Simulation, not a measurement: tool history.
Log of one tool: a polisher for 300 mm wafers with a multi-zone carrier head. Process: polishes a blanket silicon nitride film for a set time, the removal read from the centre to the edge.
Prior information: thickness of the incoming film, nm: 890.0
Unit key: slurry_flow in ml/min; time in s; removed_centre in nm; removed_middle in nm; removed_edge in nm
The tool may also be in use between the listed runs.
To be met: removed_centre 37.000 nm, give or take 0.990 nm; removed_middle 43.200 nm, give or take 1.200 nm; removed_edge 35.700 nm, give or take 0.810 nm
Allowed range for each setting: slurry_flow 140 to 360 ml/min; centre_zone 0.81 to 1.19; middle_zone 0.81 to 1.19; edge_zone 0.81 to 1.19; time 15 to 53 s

Run 1, hour 0.0: slurry_flow 230 ml/min, centre_zone 1.00, middle_zone 1.00, edge_zone 1.00, time 34 s. Result: removed_centre 77.360 nm, removed_middle 78.986 nm, removed_edge 74.579 nm.
Run 2, hour 4.4: slurry_flow 230 ml/min, centre_zone 1.04, middle_zone 1.00, edge_zone 1.00, time 34 s. Result: removed_centre 79.026 nm, removed_middle 79.483 nm, removed_edge 75.151 nm.
Run 3, hour 10.6: slurry_flow 200 ml/min, centre_zone 0.98, middle_zone 1.01, edge_zone 0.94, time 28 s. Result: removed_centre 61.469 nm, removed_middle 64.117 nm, removed_edge 59.915 nm.
Run 4, hour 19.6: slurry_flow 200 ml/min, centre_zone 0.98, middle_zone 1.04, edge_zone 0.94, time 28 s. Result: removed_centre 61.202 nm, removed_middle 64.663 nm, removed_edge 59.555 nm.
Run 5, hour 20.1: slurry_flow 180 ml/min, centre_zone 0.96, middle_zone 1.08, edge_zone 0.90, time 24 s. Result: removed_centre 50.846 nm, removed_middle 57.809 nm, removed_edge 49.421 nm.
Run 6, hour 21.0: slurry_flow 175 ml/min, centre_zone 0.95, middle_zone 1.08, edge_zone 0.88, time 21 s. Result: removed_centre 43.985 nm, removed_middle 49.455 nm, removed_edge 43.086 nm.
Run 7, hour 24.7: slurry_flow 175 ml/min, centre_zone 0.94, middle_zone 1.09, edge_zone 0.86, time 20 s. Result: removed_centre 41.872 nm, removed_middle 47.663 nm, removed_edge 39.914 nm.
Run 8, hour 28.4: slurry_flow 185 ml/min, centre_zone 0.92, middle_zone 1.08, edge_zone 0.85, time 20 s. Result: removed_centre 41.293 nm, removed_middle 47.165 nm, removed_edge 40.222 nm.

Of the 4 settings listed for the next run, only one would bring every result within its allowed miss of target. Which one?
Run A, hour 32.1: slurry_flow 170 ml/min, centre_zone 0.82, middle_zone 1.05, edge_zone 0.92, time 23 s. Result: removed_centre ?, removed_middle ?, removed_edge ?.
Run B, hour 32.1: slurry_flow 150 ml/min, centre_zone 0.81, middle_zone 0.95, edge_zone 0.93, time 22 s. Result: removed_centre ?, removed_middle ?, removed_edge ?.
Run C, hour 32.1: slurry_flow 210 ml/min, centre_zone 0.96, middle_zone 1.14, edge_zone 0.90, time 17 s. Result: removed_centre ?, removed_middle ?, removed_edge ?.
Run D, hour 32.1: slurry_flow 160 ml/min, centre_zone 0.82, middle_zone 1.19, edge_zone 0.97, time 20 s. Result: removed_centre ?, removed_middle ?, removed_edge ?.

move  removed_centre  removed_middle  removed_edge
   A          42.491          53.854        47.806
   B          39.495          47.147        45.427
   C          36.421          43.367        35.645
   D          36.646          50.950        42.226
A: misses by more than the last run did
B: misses by more than the last run did
C: all results land within tolerance of their targets
D: misses by more than the last run did
C is the move that brings every result within its allowed miss.
